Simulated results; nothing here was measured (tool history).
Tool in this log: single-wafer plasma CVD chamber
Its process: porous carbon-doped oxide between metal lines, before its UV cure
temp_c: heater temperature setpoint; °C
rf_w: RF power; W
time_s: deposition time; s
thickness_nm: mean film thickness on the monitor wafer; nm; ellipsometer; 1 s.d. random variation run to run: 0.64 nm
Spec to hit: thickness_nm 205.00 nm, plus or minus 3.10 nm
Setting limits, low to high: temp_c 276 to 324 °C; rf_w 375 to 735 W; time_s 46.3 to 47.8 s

run  hour  temp_c  rf_w  time_s  thickness_nm
  1   0.0     300   555    46.3        249.56
  2   6.0     300   555    46.3        248.22
  3   6.6     303   545    46.3        240.14
  4  13.7     303   545    47.8        248.45
  5  19.2     306   540    47.8        241.11
  6  26.0     306   575    47.8        252.73
  7  27.2     308   565    47.8        246.95
  8  36.0     310   555    47.8        239.81
  9  42.6     312   550    47.8        236.79
 10  51.5     314   540    47.8        230.72
 11  57.2     315   535    47.8        227.07

Exercise: of the 5 proposed moves below, exactly one satisfies all targets within the stated allowed misses. Which move is it?
  A  62.9     316   510    46.3             ?
  B  62.9     315   480    47.8             ?
  C  62.9     313   480    47.8             ?
  D  62.9     321   615    46.3             ?
  E  62.9     315   460    47.8             ?

move  thickness_nm
   A        213.04
   B        211.73
   C        214.25
   D        235.67
   E        205.36
A: gains on the last run, yet a result remains outside its allowed miss
B: gains on the last run, yet a result remains outside its allowed miss
C: gains on the last run, yet a result remains outside its allowed miss
D: its largest miss is bigger than the last run's
E: meets every target
Correct choice: E, which meets every target
